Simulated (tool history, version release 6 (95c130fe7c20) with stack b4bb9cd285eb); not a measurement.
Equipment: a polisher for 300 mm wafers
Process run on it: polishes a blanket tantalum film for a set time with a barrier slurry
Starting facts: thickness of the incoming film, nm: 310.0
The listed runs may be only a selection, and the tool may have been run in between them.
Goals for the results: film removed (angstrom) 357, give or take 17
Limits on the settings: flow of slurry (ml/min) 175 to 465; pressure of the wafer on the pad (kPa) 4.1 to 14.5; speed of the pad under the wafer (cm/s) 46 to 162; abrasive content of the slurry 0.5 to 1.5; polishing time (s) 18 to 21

| run | day | flow of slurry (ml/min) | pressure of the wafer on the pad (kPa) | speed of the pad under the wafer (cm/s) | abrasive content of the slurry | polishing time (s) | film removed (angstrom) |
|---|---|---|---|---|---|---|---|
| 1 | 0 | 295 | 9 | 104 | 1 | 21 | 237.89 |
| 2 | 0.121 | 335 | 9 | 104 | 1 | 21 | 244.69 |
| 3 | 0.212 | 360 | 9 | 104 | 1 | 21 | 244.81 |
| 4 | 0.496 | 360 | 9 | 90 | 1 | 21 | 209.52 |
| 5 | 0.554 | 360 | 10.3 | 90 | 1 | 21 | 238.57 |
| 6 | 0.892 | 360 | 10.3 | 90 | 1 | 21 | 244.41 |
| 7 | 1.171 | 360 | 11 | 90 | 1 | 21 | 262.83 |
| 8 | 1.492 | 360 | 11.7 | 90 | 1 | 21 | 278.24 |
| 9 | 1.7 | 360 | 12.4 | 90 | 1 | 21 | 294.88 |

Which single option among these 4 for the next run brings every result within its allowed miss of target? Just one does.
| A | 1.908 | 375 | 14.5 | 102 | 1.15 | 21 | ? |
| B | 1.908 | 380 | 12.4 | 118 | 1.05 | 21 | ? |
| C | 1.908 | 345 | 11 | 110 | 0.95 | 18 | ? |
| D | 1.908 | 365 | 12.4 | 110 | 1 | 21 | ? |

| move | film removed (angstrom) |
|---|---|
| A | 396.9 |
| B | 385.18 |
| C | 266.72 |
| D | 354.73 |
A: moves the result that the last run missed by most past its target, out the other side
B: moves the result that the last run missed by most past its target, out the other side
C: moves away from the targets compared with the last run
D: in spec on every target
D is the move that brings every result within its allowed miss.
